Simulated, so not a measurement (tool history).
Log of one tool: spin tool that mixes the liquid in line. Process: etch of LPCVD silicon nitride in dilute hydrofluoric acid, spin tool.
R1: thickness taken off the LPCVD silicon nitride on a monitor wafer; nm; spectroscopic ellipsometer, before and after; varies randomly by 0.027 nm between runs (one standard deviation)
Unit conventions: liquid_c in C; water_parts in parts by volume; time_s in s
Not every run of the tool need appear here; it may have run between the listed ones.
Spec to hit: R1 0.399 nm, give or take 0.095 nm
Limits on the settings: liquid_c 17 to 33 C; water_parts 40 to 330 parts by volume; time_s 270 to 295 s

run 1 hour=0 | liquid_c=25 water_parts=185 time_s=270 | R1=0.72652
run 2 hour=8.6 | liquid_c=24.5 water_parts=190 time_s=270 | R1=0.74559
run 3 hour=10.8 | liquid_c=28 water_parts=190 time_s=270 | R1=0.90709
run 4 hour=19.4 | liquid_c=27.5 water_parts=200 time_s=270 | R1=0.85893
run 5 hour=27.6 | liquid_c=29.5 water_parts=200 time_s=270 | R1=0.93882
run 6 hour=33.1 | liquid_c=28.5 water_parts=200 time_s=270 | R1=0.94837
run 7 hour=39.9 | liquid_c=28 water_parts=210 time_s=270 | R1=0.89285
run 8 hour=42.7 | liquid_c=27 water_parts=220 time_s=270 | R1=0.75389
run 9 hour=46.7 | liquid_c=26.5 water_parts=230 time_s=270 | R1=0.72656
run 10 hour=53.4 | liquid_c=26 water_parts=240 time_s=270 | R1=0.64792
run 11 hour=54 | liquid_c=25.5 water_parts=245 time_s=270 | R1=0.69084

5 candidate next runs follow, results not yet known. Just one meets every target within its allowed miss. Identify it.
run A hour=54.6 | liquid_c=24 water_parts=240 time_s=295 | R1=?
run B hour=54.6 | liquid_c=30.5 water_parts=175 time_s=295 | R1=?
run C hour=54.6 | liquid_c=29 water_parts=245 time_s=270 | R1=?
run D hour=54.6 | liquid_c=25.5 water_parts=225 time_s=295 | R1=?
run E hour=54.6 | liquid_c=20 water_parts=240 time_s=270 | R1=?

move=A R1=0.64087
move=B R1=1.3113
move=C R1=0.77856
move=D R1=0.74999
move=E R1=0.45496
A: closer than the last run, but not yet in spec
B: moves away from the targets compared with the last run
C: moves away from the targets compared with the last run
D: moves away from the targets compared with the last run
E: all results in spec
So the answer is move E, the one that meets all the targets.

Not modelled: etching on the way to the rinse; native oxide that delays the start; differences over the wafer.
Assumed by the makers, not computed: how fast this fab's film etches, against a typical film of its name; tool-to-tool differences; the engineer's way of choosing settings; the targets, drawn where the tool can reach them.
